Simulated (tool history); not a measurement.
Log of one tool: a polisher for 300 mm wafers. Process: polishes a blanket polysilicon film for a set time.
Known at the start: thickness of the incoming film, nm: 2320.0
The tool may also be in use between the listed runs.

| run | day | flow of slurry (ml/min) | pressure of the wafer on the pad (psi) | speed of the pad under the wafer (m/s) | polishing time (s) | film removed (nm) |
|---|---|---|---|---|---|---|
| 1 | 0.000 | 180 | 3.1 | 0.88 | 42 | 346.48 |
| 2 | 0.133 | 180 | 2.8 | 0.88 | 42 | 316.06 |
| 3 | 0.454 | 180 | 3.4 | 0.88 | 42 | 371.74 |
| 4 | 0.775 | 180 | 2.9 | 0.86 | 42 | 311.70 |
| 5 | 1.004 | 180 | 2.9 | 0.86 | 42 | 313.56 |
| 6 | 1.229 | 140 | 2.9 | 0.86 | 42 | 304.78 |
| 7 | 1.500 | 140 | 2.6 | 0.86 | 42 | 273.46 |

Run 8 comes next. What will it give?
| 8 | 1.842 | 140 | 2.4 | 0.86 | 42 | ? |

film removed (nm): 257.94
